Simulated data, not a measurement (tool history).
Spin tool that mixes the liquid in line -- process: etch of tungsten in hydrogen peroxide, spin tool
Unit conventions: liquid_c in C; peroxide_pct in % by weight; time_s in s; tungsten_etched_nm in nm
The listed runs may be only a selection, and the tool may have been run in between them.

| run | hour | liquid_c | peroxide_pct | time_s | tungsten_etched_nm |
|---|---|---|---|---|---|
| 1 | 0.0 | 45.0 | 21.5 | 15 | 18.073 |
| 2 | 4.2 | 47.5 | 21.5 | 15 | 20.877 |
| 3 | 10.6 | 47.5 | 19.0 | 15 | 19.939 |
| 4 | 18.6 | 45.5 | 19.0 | 15 | 17.396 |
| 5 | 23.5 | 44.0 | 19.0 | 15 | 15.949 |
| 6 | 32.4 | 44.0 | 23.5 | 15 | 17.739 |
| 7 | 35.5 | 42.5 | 23.5 | 15 | 15.895 |

Estimate the outcome of run 8 from the log above:
| 8 | 36.2 | 41.5 | 23.5 | 15 | ? |

tungsten_etched_nm: 15.081 nm
